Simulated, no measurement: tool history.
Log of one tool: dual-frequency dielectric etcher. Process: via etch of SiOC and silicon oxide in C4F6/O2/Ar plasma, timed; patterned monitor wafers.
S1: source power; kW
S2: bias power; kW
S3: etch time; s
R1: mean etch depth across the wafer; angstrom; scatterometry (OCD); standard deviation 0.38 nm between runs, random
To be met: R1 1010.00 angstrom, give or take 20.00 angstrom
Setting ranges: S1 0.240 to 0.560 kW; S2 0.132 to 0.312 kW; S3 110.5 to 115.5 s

Run 1, day 0.000: S1 0.400 kW, S2 0.222 kW, S3 110.5 s. Result: R1 1251.90 angstrom.
Run 2, day 0.175: S1 0.400 kW, S2 0.241 kW, S3 110.5 s. Result: R1 1281.30 angstrom.
Run 3, day 0.371: S1 0.400 kW, S2 0.241 kW, S3 115.5 s. Result: R1 1332.00 angstrom.
Run 4, day 0.504: S1 0.380 kW, S2 0.229 kW, S3 114.5 s. Result: R1 1276.50 angstrom.
Run 5, day 0.767: S1 0.380 kW, S2 0.229 kW, S3 110.5 s. Result: R1 1231.30 angstrom.
Run 6, day 1.008: S1 0.440 kW, S2 0.229 kW, S3 110.5 s. Result: R1 1301.90 angstrom.
Run 7, day 1.250: S1 0.410 kW, S2 0.220 kW, S3 110.5 s. Result: R1 1253.70 angstrom.
Run 8, day 1.342: S1 0.390 kW, S2 0.213 kW, S3 110.5 s. Result: R1 1225.10 angstrom.
Run 9, day 1.554: S1 0.310 kW, S2 0.168 kW, S3 110.5 s. Result: R1 1049.90 angstrom.
Run 10, day 1.575: S1 0.310 kW, S2 0.167 kW, S3 110.5 s. Result: R1 1048.40 angstrom.
Run 11, day 1.758: S1 0.310 kW, S2 0.166 kW, S3 110.5 s. Result: R1 1039.30 angstrom.
Run 12, day 2.071: S1 0.310 kW, S2 0.166 kW, S3 110.5 s. Result: R1 1044.20 angstrom.

Which one of the following 5 next-run settings gets every result inside its allowed miss? There is exactly one.
Run A, day 2.383: S1 0.300 kW, S2 0.170 kW, S3 115.0 s. Result: R1 ?.
Run B, day 2.383: S1 0.350 kW, S2 0.162 kW, S3 110.5 s. Result: R1 ?.
Run C, day 2.383: S1 0.280 kW, S2 0.164 kW, S3 112.0 s. Result: R1 ?.
Run D, day 2.383: S1 0.290 kW, S2 0.132 kW, S3 111.0 s. Result: R1 ?.
Run E, day 2.383: S1 0.310 kW, S2 0.159 kW, S3 114.5 s. Result: R1 ?.

move       R1
   A  1082.60
   B  1095.30
   C  1015.90
   D   971.63
   E  1075.10
A: misses by more than the last run did
B: misses by more than the last run did
C: each result inside its tolerance
D: takes the result that was furthest off past its target
E: misses by more than the last run did
The right move is C.
